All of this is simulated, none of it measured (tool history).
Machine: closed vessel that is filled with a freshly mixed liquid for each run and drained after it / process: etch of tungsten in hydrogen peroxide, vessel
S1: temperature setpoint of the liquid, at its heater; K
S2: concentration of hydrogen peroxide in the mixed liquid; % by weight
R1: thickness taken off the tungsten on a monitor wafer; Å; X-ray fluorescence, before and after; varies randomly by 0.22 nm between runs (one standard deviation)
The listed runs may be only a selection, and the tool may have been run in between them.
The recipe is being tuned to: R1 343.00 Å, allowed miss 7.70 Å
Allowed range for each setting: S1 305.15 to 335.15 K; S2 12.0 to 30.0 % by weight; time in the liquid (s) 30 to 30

run 1 day=0.000 | S1=319.15 S2=22.5 time_in_the_liquid_(s)=30 | R1=644.92
run 2 day=0.221 | S1=312.15 S2=22.5 time_in_the_liquid_(s)=30 | R1=408.84
run 3 day=0.321 | S1=311.65 S2=22.5 time_in_the_liquid_(s)=30 | R1=399.99
run 4 day=0.646 | S1=311.15 S2=22.5 time_in_the_liquid_(s)=30 | R1=386.45
run 5 day=0.808 | S1=307.65 S2=22.5 time_in_the_liquid_(s)=30 | R1=305.08
run 6 day=1.083 | S1=307.65 S2=22.5 time_in_the_liquid_(s)=30 | R1=302.96
run 7 day=1.296 | S1=308.15 S2=22.5 time_in_the_liquid_(s)=30 | R1=317.76
run 8 day=1.671 | S1=308.65 S2=22.5 time_in_the_liquid_(s)=30 | R1=322.74

Exactly one of the 5 candidate moves below puts every result within its allowed miss. Which one?
run A day=2.046 | S1=307.65 S2=25.5 time_in_the_liquid_(s)=30 | R1=?
run B day=2.046 | S1=310.15 S2=20.0 time_in_the_liquid_(s)=30 | R1=?
run C day=2.046 | S1=308.15 S2=25.0 time_in_the_liquid_(s)=30 | R1=?
run D day=2.046 | S1=309.15 S2=21.0 time_in_the_liquid_(s)=30 | R1=?
run E day=2.046 | S1=309.65 S2=19.5 time_in_the_liquid_(s)=30 | R1=?

move=A R1=323.77
move=B R1=338.92
move=C R1=331.55
move=D R1=324.93
move=E R1=323.72
A: closer than the last run, but not yet in spec
B: every result within its allowed miss
C: closer than the last run, but not yet in spec
D: closer than the last run, but not yet in spec
E: about as far from the targets as the last run
The right move is B.
